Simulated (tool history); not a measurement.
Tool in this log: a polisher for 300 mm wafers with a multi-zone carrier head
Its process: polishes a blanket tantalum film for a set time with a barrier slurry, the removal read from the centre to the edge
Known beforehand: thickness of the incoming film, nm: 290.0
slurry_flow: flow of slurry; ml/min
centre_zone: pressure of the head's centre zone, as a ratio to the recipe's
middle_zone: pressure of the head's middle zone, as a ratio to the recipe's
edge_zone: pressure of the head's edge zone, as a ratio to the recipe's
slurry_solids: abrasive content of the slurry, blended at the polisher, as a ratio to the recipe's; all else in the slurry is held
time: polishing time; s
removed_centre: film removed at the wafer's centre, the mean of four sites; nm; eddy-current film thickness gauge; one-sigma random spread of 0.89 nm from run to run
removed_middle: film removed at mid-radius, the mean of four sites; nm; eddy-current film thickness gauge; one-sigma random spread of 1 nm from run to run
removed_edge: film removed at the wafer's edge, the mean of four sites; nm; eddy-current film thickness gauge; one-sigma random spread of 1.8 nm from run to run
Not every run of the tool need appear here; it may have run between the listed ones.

| run | hour | slurry_flow | centre_zone | middle_zone | edge_zone | slurry_solids | time | removed_centre | removed_middle | removed_edge |
|---|---|---|---|---|---|---|---|---|---|---|
| 1 | 0.0 | 180 | 1.00 | 1.00 | 1.00 | 1.00 | 67 | 87.284 | 88.470 | 89.221 |
| 2 | 7.5 | 195 | 1.04 | 1.02 | 1.05 | 1.15 | 68 | 94.741 | 95.959 | 97.169 |
| 3 | 10.1 | 210 | 1.08 | 1.02 | 1.06 | 1.25 | 69 | 102.820 | 99.158 | 99.488 |
| 4 | 14.8 | 210 | 1.08 | 0.95 | 1.06 | 1.25 | 69 | 102.760 | 94.067 | 102.720 |
| 5 | 20.9 | 210 | 1.16 | 0.95 | 1.06 | 1.25 | 69 | 111.770 | 95.390 | 98.199 |
| 6 | 24.5 | 220 | 1.16 | 0.97 | 1.08 | 1.30 | 70 | 115.210 | 98.299 | 102.010 |
| 7 | 26.0 | 225 | 1.15 | 0.99 | 1.09 | 1.35 | 72 | 118.060 | 106.340 | 105.870 |

Run 8 has not been measured yet. What should we expect?
| 8 | 26.5 | 230 | 1.15 | 0.99 | 1.11 | 1.40 | 73 | ? | ? | ? |

removed_centre: 121.880 nm
removed_middle: 105.560 nm
removed_edge: 109.390 nm
